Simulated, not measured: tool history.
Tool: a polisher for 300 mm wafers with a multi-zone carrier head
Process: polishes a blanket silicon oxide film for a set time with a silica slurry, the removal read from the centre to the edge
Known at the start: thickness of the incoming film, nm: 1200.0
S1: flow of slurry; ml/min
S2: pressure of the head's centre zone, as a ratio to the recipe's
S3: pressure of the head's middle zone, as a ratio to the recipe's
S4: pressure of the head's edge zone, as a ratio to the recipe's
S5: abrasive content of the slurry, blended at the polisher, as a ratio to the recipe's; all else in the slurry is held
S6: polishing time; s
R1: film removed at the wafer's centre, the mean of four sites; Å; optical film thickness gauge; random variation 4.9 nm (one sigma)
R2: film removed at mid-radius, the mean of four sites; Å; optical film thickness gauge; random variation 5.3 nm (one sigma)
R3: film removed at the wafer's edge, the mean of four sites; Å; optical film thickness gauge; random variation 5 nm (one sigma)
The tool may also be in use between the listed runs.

| run | hour | S1 | S2 | S3 | S4 | S5 | S6 | R1 | R2 | R3 |
|---|---|---|---|---|---|---|---|---|---|---|
| 1 | 0.0 | 305 | 1.00 | 1.00 | 1.00 | 1.00 | 76 | 3060.4 | 2942.2 | 2897.7 |
| 2 | 2.7 | 305 | 1.00 | 1.00 | 1.01 | 1.05 | 76 | 3157.0 | 2962.0 | 3052.6 |
| 3 | 7.7 | 305 | 1.00 | 1.02 | 1.02 | 1.10 | 76 | 3194.5 | 3114.3 | 3140.0 |
| 4 | 15.9 | 305 | 1.01 | 1.03 | 1.03 | 1.15 | 76 | 3285.6 | 3209.1 | 3155.6 |
| 5 | 21.8 | 305 | 1.01 | 1.03 | 1.03 | 1.15 | 69 | 3006.6 | 2984.9 | 2908.0 |
| 6 | 24.7 | 305 | 0.96 | 1.03 | 1.03 | 1.15 | 69 | 2795.1 | 2962.4 | 2917.1 |
| 7 | 29.6 | 305 | 0.97 | 1.03 | 1.04 | 1.20 | 70 | 2974.4 | 3044.5 | 3006.7 |
| 8 | 36.2 | 305 | 0.97 | 1.03 | 1.05 | 1.25 | 71 | 3025.4 | 3178.8 | 3093.2 |
| 9 | 39.8 | 305 | 0.97 | 1.02 | 1.06 | 1.30 | 72 | 3168.3 | 3244.8 | 3310.0 |
| 10 | 46.7 | 305 | 0.97 | 1.02 | 1.07 | 1.35 | 72 | 3127.1 | 3222.2 | 3260.5 |
| 11 | 50.1 | 305 | 0.98 | 1.00 | 1.11 | 1.50 | 85 | 3995.3 | 4007.5 | 4112.1 |
| 12 | 54.9 | 305 | 0.97 | 0.99 | 1.10 | 1.45 | 85 | 3816.5 | 3882.7 | 4140.1 |

Forecast run 13:
|  | 62.9 | slurry nozzle cleaned |
| 13 | 62.9 | 305 | 0.97 | 1.00 | 1.08 | 1.40 | 85 | ? | ? | ? |

R1: 3951.0 Å
R2: 3883.6 Å
R3: 4139.7 Å
